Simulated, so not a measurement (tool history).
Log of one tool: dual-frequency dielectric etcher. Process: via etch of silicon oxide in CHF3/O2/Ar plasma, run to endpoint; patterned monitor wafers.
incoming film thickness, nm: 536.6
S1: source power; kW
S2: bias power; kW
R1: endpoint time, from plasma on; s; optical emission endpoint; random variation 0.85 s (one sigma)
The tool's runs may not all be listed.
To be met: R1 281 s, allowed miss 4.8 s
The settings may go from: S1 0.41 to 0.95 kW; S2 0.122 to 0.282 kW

Run 1, hour 0: S1 0.68 kW, S2 0.202 kW. Result: R1 248.65 s.
Run 2, hour 4.3: S1 0.78 kW, S2 0.202 kW. Result: R1 231.65 s.
Run 3, hour 9: S1 0.78 kW, S2 0.222 kW. Result: R1 223.68 s.
Run 4, hour 9.7: S1 0.72 kW, S2 0.222 kW. Result: R1 230.84 s.
Run 5, hour 14.6: S1 0.84 kW, S2 0.222 kW. Result: R1 215.96 s.
Run 6, hour 19.1: S1 0.75 kW, S2 0.218 kW. Result: R1 230.13 s.
Run 7, hour 22: S1 0.68 kW, S2 0.215 kW. Result: R1 242.03 s.
At hour 22.8: wet clean of the chamber.
Run 8, hour 22.8: S1 0.68 kW, S2 0.215 kW. Result: R1 230.97 s.

Which of these 4 next moves meets every target?
Run A, hour 23.6: S1 0.54 kW, S2 0.188 kW. Result: R1 ?.
Run B, hour 23.6: S1 0.63 kW, S2 0.166 kW. Result: R1 ?.
Run C, hour 23.6: S1 0.57 kW, S2 0.166 kW. Result: R1 ?.
Run D, hour 23.6: S1 0.63 kW, S2 0.168 kW. Result: R1 ?.

move      R1
   A  272.85
   B  268.83
   C  281.71
   D  267.36
A: nearer than the last run, and not there yet
B: nearer than the last run, and not there yet
C: meets every target
D: nearer than the last run, and not there yet
Move C is the one to make.

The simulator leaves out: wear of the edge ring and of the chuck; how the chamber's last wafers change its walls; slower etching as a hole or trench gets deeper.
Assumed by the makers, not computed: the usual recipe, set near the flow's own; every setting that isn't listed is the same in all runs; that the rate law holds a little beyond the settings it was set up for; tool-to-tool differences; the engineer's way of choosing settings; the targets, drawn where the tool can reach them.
